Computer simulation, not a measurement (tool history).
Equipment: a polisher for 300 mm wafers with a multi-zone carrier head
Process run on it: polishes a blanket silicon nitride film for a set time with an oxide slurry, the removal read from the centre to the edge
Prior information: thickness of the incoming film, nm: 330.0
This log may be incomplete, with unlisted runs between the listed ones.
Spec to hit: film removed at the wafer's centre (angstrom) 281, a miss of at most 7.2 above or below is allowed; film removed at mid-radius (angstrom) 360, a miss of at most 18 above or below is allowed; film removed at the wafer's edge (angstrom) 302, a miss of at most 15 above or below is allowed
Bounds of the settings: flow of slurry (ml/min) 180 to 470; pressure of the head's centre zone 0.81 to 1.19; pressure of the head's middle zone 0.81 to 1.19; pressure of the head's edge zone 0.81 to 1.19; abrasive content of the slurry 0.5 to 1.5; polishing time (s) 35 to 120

run  hour  flow of slurry (ml/min)  pressure of the head's centre zone  pressure of the head's middle zone  pressure of the head's edge zone  abrasive content of the slurry  polishing time (s)  film removed at the wafer's centre (angstrom)  film removed at mid-radius (angstrom)  film removed at the wafer's edge (angstrom)
  1     0                      300                                   1                                   1                                 1                               1                  77                                            569                                 573.92                                        558.9
  2   1.9                      295                                0.95                                1.02                              0.95                            0.85                  69                                         439.82                                 458.85                                       432.89
  3   8.4                      280                                 0.9                                1.06                              0.94                            0.75                  67                                         366.51                                 421.42                                       383.36
  4  15.7                      280                                 0.9                                1.12                              0.94                            0.75                  67                                         363.82                                 437.75                                       391.58
  5  24.7                      330                                 0.9                                1.12                              0.94                            0.75                  67                                         375.75                                 445.63                                       393.66
  6  28.2                      330                                 0.9                                1.12                              0.94                             0.9                  67                                         426.99                                  514.9                                       446.48
  7  31.3                      305                                0.81                                1.14                              0.84                            0.65                  65                                         287.82                                 395.25                                       324.12
  8    37                      300                                0.82                                1.12                              0.83                            0.65                  65                                         293.49                                 392.41                                       324.17
  9  43.7                      290                                0.82                                1.11                              0.82                            0.65                  65                                         292.17                                 387.72                                       315.32
 10    45                      275                                0.82                                1.09                              0.82                            0.65                  65                                          286.9                                 382.97                                       321.29
 11    51                      285                                0.83                                1.09                              0.82                             0.6                  65                                          271.7                                 355.61                                        292.8

Which one of the following 5 next-run settings gets every result inside its allowed miss? There is exactly one.
  A    57                      235                                0.87                                1.01                              0.88                            0.55                  71                                              ?                                      ?                                            ?
  B    57                      295                                0.89                                0.93                              1.01                            0.75                  56                                              ?                                      ?                                            ?
  C    57                      330                                   1                                1.08                              0.81                            0.55                  64                                              ?                                      ?                                            ?
  D    57                      255                                 0.9                                1.03                              0.96                             0.8                  50                                              ?                                      ?                                            ?
  E    57                      180                                0.86                                1.11                              0.82                             0.6                  70                                              ?                                      ?                                            ?

move  film removed at the wafer's centre (angstrom)  film removed at mid-radius (angstrom)  film removed at the wafer's edge (angstrom)
   A                                         279.79                                 323.36                                       303.31
   B                                         304.74                                 320.23                                       338.97
   C                                         303.58                                 320.99                                       272.66
   D                                         282.89                                  320.7                                       305.72
   E                                         282.01                                 359.12                                       305.46
A: corrects the largest miss of the last run, while another result sits out of spec
B: pushes the last run's worst result past its target
C: pushes the last run's worst result past its target
D: corrects the largest miss of the last run, while another result sits out of spec
E: in spec on every target
Move E is the one to make.

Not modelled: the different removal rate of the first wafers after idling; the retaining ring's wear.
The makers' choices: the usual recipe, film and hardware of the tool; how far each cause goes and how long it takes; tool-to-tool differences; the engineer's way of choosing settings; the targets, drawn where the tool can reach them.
